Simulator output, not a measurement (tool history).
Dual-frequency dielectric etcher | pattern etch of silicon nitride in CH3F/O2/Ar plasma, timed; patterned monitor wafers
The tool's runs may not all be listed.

run,hour,source power (W),bias power (W),etch time (s),mean etch depth across the wafer (Å)
1,0,340,54,93.5,492.58
2,0.9,340,54,97.5,514.15
3,2.4,370,54,97.5,532.49
4,8.9,400,54,97.5,547.91
5,13.6,380,52,97.5,530.54
6,20.1,360,51,97.5,516.48

Forecast run 7:
7,21.9,340,50,97.5,?

{"run 7": {"mean etch depth across the wafer (Å)": 503.33}}
